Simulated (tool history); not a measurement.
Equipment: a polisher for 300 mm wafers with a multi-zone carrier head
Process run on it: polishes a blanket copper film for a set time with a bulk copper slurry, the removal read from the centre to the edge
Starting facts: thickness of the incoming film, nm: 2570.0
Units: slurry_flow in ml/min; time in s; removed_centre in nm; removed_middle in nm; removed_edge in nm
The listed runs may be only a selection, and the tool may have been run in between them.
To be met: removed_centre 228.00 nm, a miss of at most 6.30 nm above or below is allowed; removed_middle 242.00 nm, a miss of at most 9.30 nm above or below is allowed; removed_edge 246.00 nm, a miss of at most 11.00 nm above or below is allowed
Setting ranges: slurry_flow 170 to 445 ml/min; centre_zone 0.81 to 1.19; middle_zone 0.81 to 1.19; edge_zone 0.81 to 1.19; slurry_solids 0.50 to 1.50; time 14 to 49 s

run  hour  slurry_flow  centre_zone  middle_zone  edge_zone  slurry_solids  time  removed_centre  removed_middle  removed_edge
  1   0.0          285         1.00         1.00       1.00           1.00    31          290.56          280.63        271.57
  2   1.4          285         1.00         1.00       1.00           0.80    31          263.86          261.69        261.99
  3   4.7          285         1.00         1.00       1.00           1.00    31          287.06          280.43        274.71
  4   9.8          285         1.00         1.00       1.00           1.00    37          342.51          341.18        328.85
  5  13.0          285         0.97         0.98       0.96           0.85    36          305.60          303.51        303.80
  6  20.9          285         0.95         0.98       0.93           0.75    35          282.07          283.72        273.12
  7  26.1          275         0.91         0.96       0.92           0.70    35          261.75          269.33        267.50
  8  28.2          265         0.88         0.95       0.90           0.70    35          252.51          265.71        272.88
  9  30.4          270         0.87         0.95       0.89           0.65    35          241.64          261.58        260.69
 10  35.6          270         0.86         0.94       0.87           0.65    35          239.83          255.60        253.23
 11  44.5          265         0.85         0.93       0.86           0.65    35          237.79          258.52        258.42

Below are 4 possible settings for the next run. Only one of them brings all results inside the allowed miss of their targets. Which is it?
  A  53.4          235         0.85         0.91       0.88           0.60    35               ?               ?             ?
  B  53.4          225         0.81         1.00       0.87           0.70    35               ?               ?             ?
  C  53.4          230         0.81         0.83       0.85           0.55    40               ?               ?             ?
  D  53.4          350         0.83         1.03       0.81           1.00    29               ?               ?             ?

move  removed_centre  removed_middle  removed_edge
   A          227.72          234.66        247.69
   B          230.20          267.67        261.13
   C          238.38          239.42        269.07
   D          232.91          269.60        248.32
A: in spec on every target
B: its largest miss is bigger than the last run's
C: meets the target for the result that was furthest off, but another lies outside its allowed miss
D: its largest miss is bigger than the last run's
The right move is A.

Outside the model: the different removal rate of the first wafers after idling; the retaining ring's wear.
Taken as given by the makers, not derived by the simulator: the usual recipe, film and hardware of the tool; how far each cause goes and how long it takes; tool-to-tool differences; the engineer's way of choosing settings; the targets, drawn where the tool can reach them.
